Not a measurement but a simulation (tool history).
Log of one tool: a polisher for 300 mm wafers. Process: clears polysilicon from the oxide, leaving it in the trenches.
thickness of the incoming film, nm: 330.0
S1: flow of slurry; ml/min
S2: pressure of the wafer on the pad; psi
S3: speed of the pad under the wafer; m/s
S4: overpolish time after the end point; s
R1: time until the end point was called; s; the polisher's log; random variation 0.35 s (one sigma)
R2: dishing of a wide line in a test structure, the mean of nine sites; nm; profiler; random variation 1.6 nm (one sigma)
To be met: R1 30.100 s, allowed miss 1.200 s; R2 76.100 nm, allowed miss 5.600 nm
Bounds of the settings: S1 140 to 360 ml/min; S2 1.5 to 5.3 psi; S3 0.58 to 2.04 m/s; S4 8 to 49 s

run 1 hour=0.0 | S1=230 S2=3.4 S3=1.30 S4=25 | R1=15.709 R2=75.627
run 2 hour=8.3 | S1=230 S2=2.9 S3=1.26 S4=26 | R1=19.046 R2=79.528
run 3 hour=15.3 | S1=220 S2=2.7 S3=1.18 S4=21 | R1=22.044 R2=74.832
run 4 hour=19.0 | S1=220 S2=2.4 S3=1.18 S4=21 | R1=24.135 R2=76.014
run 5 hour=23.4 | S1=250 S2=2.4 S3=1.18 S4=21 | R1=24.134 R2=76.086
run 6 hour=28.1 | S1=250 S2=2.2 S3=1.18 S4=21 | R1=26.874 R2=74.262
run 7 hour=35.7 | S1=250 S2=2.1 S3=1.18 S4=22 | R1=27.267 R2=75.041
run 8 hour=38.3 | S1=250 S2=2.0 S3=1.18 S4=23 | R1=28.992 R2=77.893
run 9 hour=39.5 | S1=250 S2=1.9 S3=1.16 S4=15 | R1=31.288 R2=70.544

4 next moves are on the table. One of them brings every result within its allowed miss. Which?
run A hour=40.7 | S1=325 S2=1.9 S3=1.00 S4=18 | R1=? R2=?
run B hour=40.7 | S1=180 S2=2.1 S3=0.96 S4=29 | R1=? R2=?
run C hour=40.7 | S1=235 S2=2.3 S3=1.00 S4=28 | R1=? R2=?
run D hour=40.7 | S1=225 S2=2.0 S3=1.02 S4=30 | R1=? R2=?

move=A R1=34.826 R2=68.287
move=B R1=34.568 R2=74.928
move=C R1=29.771 R2=75.740
move=D R1=33.494 R2=75.423
A: further off than the last run
B: brings the result that was furthest off to its target, and leaves another outside
C: meets every target
D: brings the result that was furthest off to its target, and leaves another outside
The right move is C.

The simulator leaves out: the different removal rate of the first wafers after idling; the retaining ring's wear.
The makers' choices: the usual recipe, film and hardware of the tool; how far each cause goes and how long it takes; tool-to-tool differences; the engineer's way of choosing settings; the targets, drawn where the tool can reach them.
